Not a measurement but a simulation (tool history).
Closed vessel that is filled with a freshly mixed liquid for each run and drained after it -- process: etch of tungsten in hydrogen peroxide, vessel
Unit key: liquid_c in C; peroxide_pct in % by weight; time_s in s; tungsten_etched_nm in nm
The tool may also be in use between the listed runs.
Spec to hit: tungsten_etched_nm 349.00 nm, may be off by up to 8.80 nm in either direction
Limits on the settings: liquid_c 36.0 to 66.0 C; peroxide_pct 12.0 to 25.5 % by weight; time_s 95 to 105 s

run  hour  liquid_c  peroxide_pct  time_s  tungsten_etched_nm
  1   0.0      52.0          17.5      95              215.93
  2   0.6      53.5          17.5      95              234.97
  3   8.1      53.5          17.5     105              259.37
  4  15.5      53.5          21.0     105              283.95
  5  16.4      49.5          21.0     105              221.24
  6  21.9      49.5          21.0      95              201.59
  7  22.9      51.5          21.0      95              227.76
  8  28.5      53.0          21.0      95              249.50
  9  30.7      54.0          21.0      95              265.45
 10  36.4      55.0          21.0      95              282.00

Which single option among these 5 for the next run brings every result within its allowed miss of target? Just one does.
  A  42.1      57.5          21.5     100                   ?
  B  42.1      51.0          18.5      95                   ?
  C  42.1      48.5          22.5      95                   ?
  D  42.1      60.0          19.0     105                   ?
  E  42.1      50.5          20.5      95                   ?

move  tungsten_etched_nm
   A              347.87
   B              208.16
   C              196.99
   D              396.90
   E              212.56
A: every result within its allowed miss
B: misses by more than the last run did
C: misses by more than the last run did
D: takes the biggest miss from the last run beyond its target
E: misses by more than the last run did
A is the move that brings every result within its allowed miss.
